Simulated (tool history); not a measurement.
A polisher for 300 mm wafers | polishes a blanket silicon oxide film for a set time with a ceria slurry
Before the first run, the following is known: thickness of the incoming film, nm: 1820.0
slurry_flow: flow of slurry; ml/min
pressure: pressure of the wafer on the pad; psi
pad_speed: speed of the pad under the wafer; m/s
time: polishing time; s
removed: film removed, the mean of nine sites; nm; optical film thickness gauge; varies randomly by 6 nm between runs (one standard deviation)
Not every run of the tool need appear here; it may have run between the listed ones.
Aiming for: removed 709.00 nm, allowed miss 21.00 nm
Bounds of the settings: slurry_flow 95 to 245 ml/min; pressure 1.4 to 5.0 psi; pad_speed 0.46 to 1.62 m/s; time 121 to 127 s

Run 1, day 0.000: slurry_flow 155 ml/min, pressure 3.2 psi, pad_speed 1.04 m/s, time 121 s. Result: removed 472.30 nm.
Run 2, day 0.121: slurry_flow 160 ml/min, pressure 3.4 psi, pad_speed 1.04 m/s, time 121 s. Result: removed 503.10 nm.
Run 3, day 0.421: slurry_flow 165 ml/min, pressure 3.6 psi, pad_speed 1.04 m/s, time 121 s. Result: removed 533.39 nm.
Run 4, day 0.733: slurry_flow 165 ml/min, pressure 3.3 psi, pad_speed 1.04 m/s, time 121 s. Result: removed 488.19 nm.
Run 5, day 0.942: slurry_flow 165 ml/min, pressure 3.0 psi, pad_speed 1.04 m/s, time 121 s. Result: removed 437.82 nm.
Run 6, day 1.083: slurry_flow 165 ml/min, pressure 3.7 psi, pad_speed 1.04 m/s, time 121 s. Result: removed 545.47 nm.
Run 7, day 1.346: slurry_flow 165 ml/min, pressure 3.8 psi, pad_speed 1.04 m/s, time 121 s. Result: removed 563.10 nm.
Run 8, day 1.646: slurry_flow 165 ml/min, pressure 3.9 psi, pad_speed 1.04 m/s, time 121 s. Result: removed 572.29 nm.
Run 9, day 1.746: slurry_flow 165 ml/min, pressure 4.0 psi, pad_speed 1.04 m/s, time 121 s. Result: removed 587.85 nm.

Consider the 5 candidate settings below. Which is the only one whose results all fall within their allowed miss of target?
Run A, day 1.846: slurry_flow 170 ml/min, pressure 4.4 psi, pad_speed 1.12 m/s, time 123 s. Result: removed ?.
Run B, day 1.846: slurry_flow 175 ml/min, pressure 4.5 psi, pad_speed 0.80 m/s, time 121 s. Result: removed ?.
Run C, day 1.846: slurry_flow 160 ml/min, pressure 4.7 psi, pad_speed 0.62 m/s, time 127 s. Result: removed ?.
Run D, day 1.846: slurry_flow 200 ml/min, pressure 2.6 psi, pad_speed 1.14 m/s, time 121 s. Result: removed ?.
Run E, day 1.846: slurry_flow 160 ml/min, pressure 4.4 psi, pad_speed 0.78 m/s, time 121 s. Result: removed ?.

move  removed
   A   712.81
   B   520.21
   C   439.72
   D   438.80
   E   489.11
A: in spec on every target
B: lands further from the targets than the last run did
C: lands further from the targets than the last run did
D: lands further from the targets than the last run did
E: lands further from the targets than the last run did
Correct choice: A, which meets every target
